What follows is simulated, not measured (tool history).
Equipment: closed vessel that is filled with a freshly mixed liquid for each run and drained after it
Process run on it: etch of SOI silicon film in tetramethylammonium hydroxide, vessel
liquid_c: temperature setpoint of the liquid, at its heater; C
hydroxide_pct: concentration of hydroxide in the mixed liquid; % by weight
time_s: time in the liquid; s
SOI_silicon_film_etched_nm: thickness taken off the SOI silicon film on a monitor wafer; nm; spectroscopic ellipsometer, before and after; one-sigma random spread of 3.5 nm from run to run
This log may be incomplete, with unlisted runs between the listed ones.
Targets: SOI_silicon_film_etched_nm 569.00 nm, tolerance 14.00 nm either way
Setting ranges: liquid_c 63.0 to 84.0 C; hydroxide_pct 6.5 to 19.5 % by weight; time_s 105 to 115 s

Run 1, hour 0.0: liquid_c 76.0 C, hydroxide_pct 13.0 % by weight, time_s 105 s. Result: SOI_silicon_film_etched_nm 853.02 nm.
Run 2, hour 3.7: liquid_c 75.0 C, hydroxide_pct 13.0 % by weight, time_s 105 s. Result: SOI_silicon_film_etched_nm 806.13 nm.
Run 3, hour 12.5: liquid_c 78.0 C, hydroxide_pct 13.0 % by weight, time_s 105 s. Result: SOI_silicon_film_etched_nm 958.91 nm.
Run 4, hour 13.2: liquid_c 76.5 C, hydroxide_pct 13.0 % by weight, time_s 105 s. Result: SOI_silicon_film_etched_nm 889.33 nm.
Run 5, hour 17.1: liquid_c 75.5 C, hydroxide_pct 13.0 % by weight, time_s 105 s. Result: SOI_silicon_film_etched_nm 827.36 nm.
Run 6, hour 18.2: liquid_c 75.5 C, hydroxide_pct 10.0 % by weight, time_s 105 s. Result: SOI_silicon_film_etched_nm 917.54 nm.
Run 7, hour 23.7: liquid_c 74.5 C, hydroxide_pct 10.0 % by weight, time_s 105 s. Result: SOI_silicon_film_etched_nm 862.67 nm.
Run 8, hour 30.6: liquid_c 73.5 C, hydroxide_pct 10.0 % by weight, time_s 105 s. Result: SOI_silicon_film_etched_nm 819.15 nm.
Run 9, hour 39.0: liquid_c 73.5 C, hydroxide_pct 10.0 % by weight, time_s 105 s. Result: SOI_silicon_film_etched_nm 814.82 nm.
Run 10, hour 45.8: liquid_c 72.5 C, hydroxide_pct 10.0 % by weight, time_s 105 s. Result: SOI_silicon_film_etched_nm 774.95 nm.
Run 11, hour 48.9: liquid_c 66.0 C, hydroxide_pct 10.0 % by weight, time_s 105 s. Result: SOI_silicon_film_etched_nm 524.60 nm.

Which of these 5 next moves meets every target?
Run A, hour 52.0: liquid_c 66.5 C, hydroxide_pct 8.5 % by weight, time_s 105 s. Result: SOI_silicon_film_etched_nm ?.
Run B, hour 52.0: liquid_c 63.5 C, hydroxide_pct 10.0 % by weight, time_s 110 s. Result: SOI_silicon_film_etched_nm ?.
Run C, hour 52.0: liquid_c 63.5 C, hydroxide_pct 8.5 % by weight, time_s 105 s. Result: SOI_silicon_film_etched_nm ?.
Run D, hour 52.0: liquid_c 64.5 C, hydroxide_pct 12.0 % by weight, time_s 115 s. Result: SOI_silicon_film_etched_nm ?.
Run E, hour 52.0: liquid_c 64.0 C, hydroxide_pct 11.5 % by weight, time_s 105 s. Result: SOI_silicon_film_etched_nm ?.

move  SOI_silicon_film_etched_nm
   A                      575.26
   B                      471.74
   C                      478.76
   D                      491.25
   E                      442.32
A: each result inside its tolerance
B: lands further from the targets than the last run did
C: lands further from the targets than the last run did
D: lands further from the targets than the last run did
E: lands further from the targets than the last run did
The move that meets every target is A.
